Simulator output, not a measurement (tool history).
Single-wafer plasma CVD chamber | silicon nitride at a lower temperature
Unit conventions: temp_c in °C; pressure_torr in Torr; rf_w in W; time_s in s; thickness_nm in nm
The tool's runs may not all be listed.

{"run": 1, "hour": 0.0, "temp_c": 370, "pressure_torr": 1.1, "rf_w": 300, "time_s": 17.3, "thickness_nm": 17.491}
{"run": 2, "hour": 2.0, "temp_c": 370, "pressure_torr": 1.03, "rf_w": 295, "time_s": 17.3, "thickness_nm": 17.162}
{"run": 3, "hour": 7.6, "temp_c": 365, "pressure_torr": 1.03, "rf_w": 295, "time_s": 17.3, "thickness_nm": 17.189}
{"run": 4, "hour": 10.6, "temp_c": 365, "pressure_torr": 0.97, "rf_w": 285, "time_s": 17.3, "thickness_nm": 16.642}
{"run": 5, "hour": 14.4, "temp_c": 365, "pressure_torr": 1.04, "rf_w": 285, "time_s": 17.3, "thickness_nm": 16.978}
{"run": 6, "hour": 18.3, "temp_c": 365, "pressure_torr": 0.97, "rf_w": 280, "time_s": 17.3, "thickness_nm": 16.536}
{"run": 7, "hour": 24.4, "temp_c": 365, "pressure_torr": 0.92, "rf_w": 275, "time_s": 17.3, "thickness_nm": 16.249}
{"run": 8, "hour": 28.2, "temp_c": 365, "pressure_torr": 0.89, "rf_w": 270, "time_s": 17.3, "thickness_nm": 15.921}

Run 9 has not been measured yet. What should we expect?
{"run": 9, "hour": 36.5, "temp_c": 365, "pressure_torr": 0.86, "rf_w": 265, "time_s": 17.3, "thickness_nm": "?"}

thickness_nm: 15.635 nm
